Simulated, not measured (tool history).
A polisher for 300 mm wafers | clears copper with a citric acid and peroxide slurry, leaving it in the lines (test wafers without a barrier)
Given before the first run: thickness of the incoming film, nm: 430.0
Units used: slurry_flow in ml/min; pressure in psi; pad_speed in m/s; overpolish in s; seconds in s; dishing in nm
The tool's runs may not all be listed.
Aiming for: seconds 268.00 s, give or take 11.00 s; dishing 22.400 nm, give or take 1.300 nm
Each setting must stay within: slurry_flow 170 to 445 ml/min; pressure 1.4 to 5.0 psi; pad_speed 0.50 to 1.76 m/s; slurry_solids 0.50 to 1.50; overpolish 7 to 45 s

run	hour	slurry_flow	pressure	pad_speed	slurry_solids	overpolish	seconds	dishing
1	0.0	285	3.2	1.12	1.00	23	149.26	38.497
2	2.5	320	3.2	1.12	1.00	23	146.22	38.709
3	4.3	315	2.6	1.10	1.00	22	184.21	32.479
4	9.5	315	2.6	1.10	1.10	22	182.88	32.402
5	17.6	275	2.6	1.10	1.10	22	179.68	31.655
6	22.6	275	2.2	1.08	1.10	21	215.56	27.042
7	24.6	275	1.5	1.08	1.10	20	316.87	18.212
8	26.8	275	1.6	1.08	1.10	21	295.49	20.636

Exactly one of the 5 candidate moves below puts every result within its allowed miss. Which one?
A	29.0	320	2.2	0.74	1.25	27	?	?
B	29.0	305	1.8	1.08	0.95	22	?	?
C	29.0	245	1.8	1.16	1.20	20	?	?
D	29.0	335	1.4	1.24	1.50	26	?	?
E	29.0	350	1.8	0.80	1.10	27	?	?

move	seconds	dishing
A	292.17	25.426
B	269.36	22.708
C	244.38	22.738
D	271.15	25.429
E	336.97	22.385
A: nearer the targets than the last run, but a result is still out of spec
B: hits every target within its allowed miss
C: moves the result that the last run missed by most past its target, out the other side
D: corrects the largest miss of the last run, while another result sits out of spec
E: moves away from the targets compared with the last run
The right move is B.

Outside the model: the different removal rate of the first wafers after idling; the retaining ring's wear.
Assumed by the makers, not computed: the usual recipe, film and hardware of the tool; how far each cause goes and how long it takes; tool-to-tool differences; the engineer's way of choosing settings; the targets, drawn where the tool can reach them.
